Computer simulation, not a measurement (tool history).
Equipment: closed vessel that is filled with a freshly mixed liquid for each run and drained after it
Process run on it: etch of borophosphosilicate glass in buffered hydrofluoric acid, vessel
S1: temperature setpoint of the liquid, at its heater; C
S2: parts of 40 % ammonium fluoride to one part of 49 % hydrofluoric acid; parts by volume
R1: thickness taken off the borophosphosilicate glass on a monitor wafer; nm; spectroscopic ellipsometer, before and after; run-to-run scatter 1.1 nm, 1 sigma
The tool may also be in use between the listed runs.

run 1 day=0.000 | S1=23.0 S2=7.5 time_in_the_liquid_(s)=90 | R1=365.59
run 2 day=0.112 | S1=25.5 S2=7.5 time_in_the_liquid_(s)=90 | R1=417.58
run 3 day=0.162 | S1=22.5 S2=7.5 time_in_the_liquid_(s)=90 | R1=353.13
run 4 day=0.288 | S1=25.5 S2=7.5 time_in_the_liquid_(s)=90 | R1=419.00
run 5 day=0.671 | S1=23.0 S2=7.5 time_in_the_liquid_(s)=90 | R1=363.09
run 6 day=0.971 | S1=21.5 S2=7.5 time_in_the_liquid_(s)=90 | R1=336.56
run 7 day=1.279 | S1=20.5 S2=7.5 time_in_the_liquid_(s)=90 | R1=316.26
run 8 day=1.342 | S1=19.5 S2=7.5 time_in_the_liquid_(s)=90 | R1=301.16
run 9 day=1.704 | S1=19.0 S2=7.5 time_in_the_liquid_(s)=90 | R1=291.49

Estimate the outcome of run 10 from the log above:
run 10 day=1.812 | S1=18.5 S2=7.5 time_in_the_liquid_(s)=90 | R1=?

{"run 10": {"R1": 284.54}}
